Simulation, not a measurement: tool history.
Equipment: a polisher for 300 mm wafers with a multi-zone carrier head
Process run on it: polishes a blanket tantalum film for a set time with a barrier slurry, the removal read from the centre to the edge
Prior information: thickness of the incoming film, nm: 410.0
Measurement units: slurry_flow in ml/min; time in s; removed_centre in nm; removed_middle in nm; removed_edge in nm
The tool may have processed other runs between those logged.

run,hour,slurry_flow,centre_zone,middle_zone,edge_zone,slurry_solids,time,removed_centre,removed_middle,removed_edge
1,0,205,1,1,1,1,34,50.299,50.794,49.502
2,7.8,205,1,1,0.92,1,34,51.238,50.226,47.443
3,8.9,200,0.96,1,0.89,0.85,32,43.544,45.6,41.006
4,13.4,195,0.93,0.97,0.87,0.75,31,39.647,41.467,38.563
5,17.1,190,0.92,0.97,0.86,0.7,30,36.901,39.001,35.628
6,23.8,150,0.92,0.97,0.86,0.7,30,36.079,37.954,35.121

What will run 7 give?
7,28.6,150,0.92,0.97,0.86,0.7,30,?,?,?

Run 7 came out at removed_centre 35.875 nm, removed_middle 37.93 nm, removed_edge 34.418 nm.
